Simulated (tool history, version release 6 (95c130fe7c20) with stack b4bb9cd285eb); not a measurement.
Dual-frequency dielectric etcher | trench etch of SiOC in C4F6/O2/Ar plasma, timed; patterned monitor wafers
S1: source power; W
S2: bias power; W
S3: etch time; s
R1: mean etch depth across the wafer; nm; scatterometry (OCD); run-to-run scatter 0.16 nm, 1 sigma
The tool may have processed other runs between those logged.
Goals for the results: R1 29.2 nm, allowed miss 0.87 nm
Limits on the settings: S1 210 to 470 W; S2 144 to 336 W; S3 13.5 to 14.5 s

run    day   S1   S2    S3      R1
  1      0  340  240  14.5  34.474
  2  0.142  330  236  14.5  33.656
  3    0.5  320  234  14.5  33.285
  4  0.804  310  231  14.5  32.425
  5  0.888  300  230  14.5  31.712
  6  1.025  300  229  14.5  32.328
  7  1.342  290  227  14.5  31.391
  8  1.442  290  226  14.5  31.437
  9  1.521  240  207  14.5  28.027

Which single option among these 5 for the next run brings every result within its allowed miss of target? Just one does.
  A  1.6  220  222    14   ?
  B  1.6  280  206  13.5   ?
  C  1.6  260  157  14.5   ?
  D  1.6  250  199    14   ?
  E  1.6  330  173  13.5   ?

move      R1
   A  26.129
   B  27.705
   C  26.752
   D   26.97
   E  28.549
A: misses by more than the last run did
B: misses by more than the last run did
C: misses by more than the last run did
D: misses by more than the last run did
E: all results land within tolerance of their targets
So the answer is move E, the one that meets all the targets.
